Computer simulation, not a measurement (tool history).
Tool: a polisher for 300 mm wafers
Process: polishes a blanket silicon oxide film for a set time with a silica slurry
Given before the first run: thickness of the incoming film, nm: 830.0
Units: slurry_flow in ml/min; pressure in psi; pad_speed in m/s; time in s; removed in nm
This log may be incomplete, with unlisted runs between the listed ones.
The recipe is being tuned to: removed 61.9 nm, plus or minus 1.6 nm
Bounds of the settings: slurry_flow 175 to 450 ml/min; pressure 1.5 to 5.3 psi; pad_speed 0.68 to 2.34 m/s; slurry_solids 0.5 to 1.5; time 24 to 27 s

| run | hour | slurry_flow | pressure | pad_speed | slurry_solids | time | removed |
|---|---|---|---|---|---|---|---|
| 1 | 0 | 290 | 3.4 | 1.5 | 1 | 27 | 102.61 |
| 2 | 3.1 | 290 | 3.4 | 1.64 | 1 | 27 | 107.59 |
| 3 | 6.8 | 290 | 3.1 | 1.64 | 1 | 27 | 100.52 |
| 4 | 15.2 | 250 | 3.1 | 1.64 | 1 | 27 | 98.671 |
| 5 | 24 | 250 | 3.1 | 1.64 | 1 | 24 | 87.962 |
| 6 | 28.9 | 250 | 3.1 | 1.94 | 1 | 24 | 97.476 |
| 7 | 33 | 245 | 2.9 | 1.94 | 1 | 24 | 91.238 |
| 8 | 38 | 240 | 2.7 | 1.94 | 1 | 24 | 88.373 |
| 9 | 40.4 | 235 | 2.5 | 1.92 | 1 | 24 | 81.855 |
| 10 | 49.3 | 230 | 2.4 | 1.92 | 1 | 24 | 77.571 |
| 11 | 53.9 | 225 | 2.3 | 1.92 | 1 | 24 | 75.676 |
| 12 | 57.6 | 225 | 1.5 | 1.9 | 1 | 24 | 54.947 |
| 13 | 63.6 | 230 | 1.5 | 1.9 | 1 | 24 | 55.75 |
| 14 | 69.5 | 235 | 1.5 | 1.9 | 1 | 24 | 55.089 |

4 next moves are on the table. One of them brings every result within its allowed miss. Which?
| A | 75.4 | 190 | 1.7 | 1.72 | 0.9 | 24 | ? |
| B | 75.4 | 290 | 1.7 | 1.74 | 0.85 | 24 | ? |
| C | 75.4 | 175 | 1.6 | 2.04 | 1.1 | 24 | ? |
| D | 75.4 | 250 | 1.5 | 2.04 | 1 | 24 | ? |

| move | removed |
|---|---|
| A | 51.395 |
| B | 51.832 |
| C | 62.148 |
| D | 58.537 |
A: moves away from the targets compared with the last run
B: moves away from the targets compared with the last run
C: in spec on every target
D: closes in on the targets versus the last run, not all within tolerance yet
Move C is the one to make.
